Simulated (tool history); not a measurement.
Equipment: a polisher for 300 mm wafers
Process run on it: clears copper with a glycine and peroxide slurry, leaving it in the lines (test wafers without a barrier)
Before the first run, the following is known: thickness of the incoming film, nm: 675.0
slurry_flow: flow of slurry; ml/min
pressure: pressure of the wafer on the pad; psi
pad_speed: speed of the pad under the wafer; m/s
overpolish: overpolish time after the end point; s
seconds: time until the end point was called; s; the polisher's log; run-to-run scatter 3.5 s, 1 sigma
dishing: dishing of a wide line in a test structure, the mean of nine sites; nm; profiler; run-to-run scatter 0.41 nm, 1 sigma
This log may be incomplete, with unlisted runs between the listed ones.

run 1 hour=0 | slurry_flow=240 pressure=2.2 pad_speed=0.98 overpolish=14 | seconds=144.82 dishing=48.093
run 2 hour=7.8 | slurry_flow=240 pressure=2.2 pad_speed=0.98 overpolish=12 | seconds=144.51 dishing=40.73
run 3 hour=8.5 | slurry_flow=240 pressure=2.1 pad_speed=0.96 overpolish=11 | seconds=149.63 dishing=36.838
run 4 hour=15.1 | slurry_flow=240 pressure=2 pad_speed=0.94 overpolish=11 | seconds=154.44 dishing=35.092
run 5 hour=23.4 | slurry_flow=240 pressure=1.9 pad_speed=0.9 overpolish=11 | seconds=166.56 dishing=34.451
run 6 hour=24.3 | slurry_flow=240 pressure=1.8 pad_speed=0.88 overpolish=10 | seconds=178.3 dishing=28.398
run 7 hour=30 | slurry_flow=240 pressure=1.7 pad_speed=0.88 overpolish=10 | seconds=178.8 dishing=27.514

What will run 8 give?
run 8 hour=30.6 | slurry_flow=235 pressure=1.1 pad_speed=0.76 overpolish=9 | seconds=? dishing=?

seconds: 263.13 s
dishing: 18.373 nm
